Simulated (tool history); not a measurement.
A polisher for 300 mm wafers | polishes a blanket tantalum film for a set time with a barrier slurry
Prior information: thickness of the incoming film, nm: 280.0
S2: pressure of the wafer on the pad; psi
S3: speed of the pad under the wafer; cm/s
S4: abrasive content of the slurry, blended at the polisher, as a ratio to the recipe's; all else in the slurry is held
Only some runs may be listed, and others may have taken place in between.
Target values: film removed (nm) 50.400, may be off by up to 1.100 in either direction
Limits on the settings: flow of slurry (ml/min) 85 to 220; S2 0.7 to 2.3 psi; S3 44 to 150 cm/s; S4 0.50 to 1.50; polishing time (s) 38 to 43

{"run": 1, "day": 0.0, "flow of slurry (ml/min)": 140, "S2": 1.5, "S3": 96, "S4": 1.0, "polishing time (s)": 43, "film removed (nm)": 39.332}
{"run": 2, "day": 0.092, "flow of slurry (ml/min)": 140, "S2": 1.5, "S3": 96, "S4": 1.0, "polishing time (s)": 38, "film removed (nm)": 34.394}
{"run": 3, "day": 0.388, "flow of slurry (ml/min)": 155, "S2": 1.5, "S3": 96, "S4": 1.0, "polishing time (s)": 38, "film removed (nm)": 35.113}
{"run": 4, "day": 0.654, "flow of slurry (ml/min)": 155, "S2": 1.6, "S3": 96, "S4": 1.0, "polishing time (s)": 38, "film removed (nm)": 37.577}
{"run": 5, "day": 0.871, "flow of slurry (ml/min)": 155, "S2": 1.6, "S3": 72, "S4": 1.0, "polishing time (s)": 38, "film removed (nm)": 28.709}
{"run": 6, "day": 1.221, "flow of slurry (ml/min)": 155, "S2": 1.6, "S3": 72, "S4": 1.0, "polishing time (s)": 38, "film removed (nm)": 28.114}
{"run": 7, "day": 1.492, "flow of slurry (ml/min)": 155, "S2": 1.7, "S3": 74, "S4": 1.0, "polishing time (s)": 38, "film removed (nm)": 30.513}
{"run": 8, "day": 1.725, "flow of slurry (ml/min)": 155, "S2": 1.8, "S3": 76, "S4": 1.0, "polishing time (s)": 38, "film removed (nm)": 33.455}
{"run": 9, "day": 1.854, "flow of slurry (ml/min)": 155, "S2": 1.9, "S3": 78, "S4": 1.0, "polishing time (s)": 38, "film removed (nm)": 35.952}
{"run": 10, "day": 1.912, "flow of slurry (ml/min)": 155, "S2": 1.9, "S3": 80, "S4": 1.0, "polishing time (s)": 38, "film removed (nm)": 36.838}
{"run": 11, "day": 2.033, "flow of slurry (ml/min)": 155, "S2": 2.1, "S3": 84, "S4": 1.0, "polishing time (s)": 38, "film removed (nm)": 42.477}
{"run": 12, "day": 2.379, "flow of slurry (ml/min)": 160, "S2": 2.2, "S3": 88, "S4": 1.0, "polishing time (s)": 38, "film removed (nm)": 47.072}

Exactly one of the 5 candidate moves below puts every result within its allowed miss. Which one?
{"run": "A", "day": 2.725, "flow of slurry (ml/min)": 150, "S2": 2.2, "S3": 82, "S4": 1.0, "polishing time (s)": 42, "film removed (nm)": "?"}
{"run": "B", "day": 2.725, "flow of slurry (ml/min)": 125, "S2": 2.1, "S3": 104, "S4": 1.15, "polishing time (s)": 39, "film removed (nm)": "?"}
{"run": "C", "day": 2.725, "flow of slurry (ml/min)": 125, "S2": 2.2, "S3": 112, "S4": 0.75, "polishing time (s)": 40, "film removed (nm)": "?"}
{"run": "D", "day": 2.725, "flow of slurry (ml/min)": 165, "S2": 2.2, "S3": 84, "S4": 1.0, "polishing time (s)": 42, "film removed (nm)": "?"}
{"run": "E", "day": 2.725, "flow of slurry (ml/min)": 195, "S2": 2.3, "S3": 82, "S4": 1.0, "polishing time (s)": 38, "film removed (nm)": "?"}

move=A film_removed_(nm)=48.135
move=B film_removed_(nm)=54.198
move=C film_removed_(nm)=52.932
move=D film_removed_(nm)=50.110
move=E film_removed_(nm)=47.474
A: better than the last run, though not everything is in spec
B: moves the result that the last run missed by most past its target, out the other side
C: moves the result that the last run missed by most past its target, out the other side
D: every result within its allowed miss
E: better than the last run, though not everything is in spec
The move that meets every target is D.
